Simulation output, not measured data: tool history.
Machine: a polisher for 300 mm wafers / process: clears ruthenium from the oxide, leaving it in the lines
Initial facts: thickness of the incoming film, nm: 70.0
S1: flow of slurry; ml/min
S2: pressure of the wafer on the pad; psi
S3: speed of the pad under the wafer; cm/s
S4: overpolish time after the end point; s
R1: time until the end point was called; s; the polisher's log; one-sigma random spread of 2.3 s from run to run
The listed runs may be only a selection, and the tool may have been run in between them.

run	hour	S1	S2	S3	S4	R1
1	0	160	1.7	98	32	97.557
2	7	160	1.6	98	32	101.73
3	8.8	160	1.6	98	32	101.5
4	11.6	160	1.9	98	32	88.984
5	15.3	160	1.9	98	32	86.053
6	15.8	160	1.8	98	32	92.976

Run 7 has not been measured yet. What should we expect?
7	23	160	1.7	98	32	?

{"run 7": {"R1": 99.358}}
